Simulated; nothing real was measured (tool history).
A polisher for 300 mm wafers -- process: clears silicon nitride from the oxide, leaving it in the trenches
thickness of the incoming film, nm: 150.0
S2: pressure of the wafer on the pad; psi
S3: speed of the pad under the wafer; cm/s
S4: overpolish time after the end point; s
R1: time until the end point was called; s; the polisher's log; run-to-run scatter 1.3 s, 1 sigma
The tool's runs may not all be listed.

run 1 hour=0.0 | flow_of_slurry_(ml/min)=130 S2=2.6 S3=128 S4=8 | R1=128.64
run 2 hour=8.4 | flow_of_slurry_(ml/min)=130 S2=2.9 S3=128 S4=8 | R1=113.29
run 3 hour=12.5 | flow_of_slurry_(ml/min)=125 S2=2.7 S3=128 S4=8 | R1=122.71
run 4 hour=20.5 | flow_of_slurry_(ml/min)=155 S2=2.7 S3=128 S4=8 | R1=116.52
run 5 hour=23.1 | flow_of_slurry_(ml/min)=155 S2=2.7 S3=114 S4=8 | R1=132.61
run 6 hour=31.2 | flow_of_slurry_(ml/min)=155 S2=2.7 S3=114 S4=8 | R1=132.38

Run 7 is up next; what results do you expect?
run 7 hour=34.4 | flow_of_slurry_(ml/min)=145 S2=2.6 S3=114 S4=8 | R1=?

{"run 7": {"R1": 140.04}}

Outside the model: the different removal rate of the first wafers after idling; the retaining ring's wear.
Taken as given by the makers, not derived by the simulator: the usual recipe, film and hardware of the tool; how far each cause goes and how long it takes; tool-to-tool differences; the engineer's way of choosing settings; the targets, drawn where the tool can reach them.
